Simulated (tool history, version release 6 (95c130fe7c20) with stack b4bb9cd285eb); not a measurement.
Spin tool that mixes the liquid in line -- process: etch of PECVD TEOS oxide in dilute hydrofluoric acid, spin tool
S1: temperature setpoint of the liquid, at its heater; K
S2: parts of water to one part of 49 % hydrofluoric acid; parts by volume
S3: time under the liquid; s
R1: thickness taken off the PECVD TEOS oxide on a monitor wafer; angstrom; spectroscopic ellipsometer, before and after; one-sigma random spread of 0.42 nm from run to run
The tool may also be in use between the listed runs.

Run 1, hour 0: S1 296.15 K, S2 110 parts by volume, S3 100 s. Result: R1 259.64 angstrom.
Run 2, hour 4.8: S1 294.65 K, S2 110 parts by volume, S3 100 s. Result: R1 245.29 angstrom.
Run 3, hour 9.2: S1 292.65 K, S2 110 parts by volume, S3 100 s. Result: R1 226.03 angstrom.
Run 4, hour 10.4: S1 292.65 K, S2 145 parts by volume, S3 100 s. Result: R1 167.83 angstrom.
Run 5, hour 13.9: S1 292.65 K, S2 125 parts by volume, S3 100 s. Result: R1 195.35 angstrom.
Run 6, hour 22.9: S1 295.15 K, S2 115 parts by volume, S3 100 s. Result: R1 236.67 angstrom.
Run 7, hour 24.8: S1 297.15 K, S2 105 parts by volume, S3 100 s. Result: R1 290.48 angstrom.
Run 8, hour 27: S1 301.15 K, S2 85 parts by volume, S3 100 s. Result: R1 425.36 angstrom.
Run 9, hour 29.9: S1 301.65 K, S2 85 parts by volume, S3 100 s. Result: R1 428.59 angstrom.
Run 10, hour 31: S1 301.65 K, S2 85 parts by volume, S3 100 s. Result: R1 441.26 angstrom.
At hour 38.6: thermometer replaced.
Run 11, hour 38.6: S1 302.15 K, S2 85 parts by volume, S3 100 s. Result: R1 413.86 angstrom.

Run 12 has not been measured yet. What should we expect?
Run 12, hour 41.1: S1 302.65 K, S2 85 parts by volume, S3 100 s. Result: R1 ?.

Logged for run 12: R1 426.04 angstrom.

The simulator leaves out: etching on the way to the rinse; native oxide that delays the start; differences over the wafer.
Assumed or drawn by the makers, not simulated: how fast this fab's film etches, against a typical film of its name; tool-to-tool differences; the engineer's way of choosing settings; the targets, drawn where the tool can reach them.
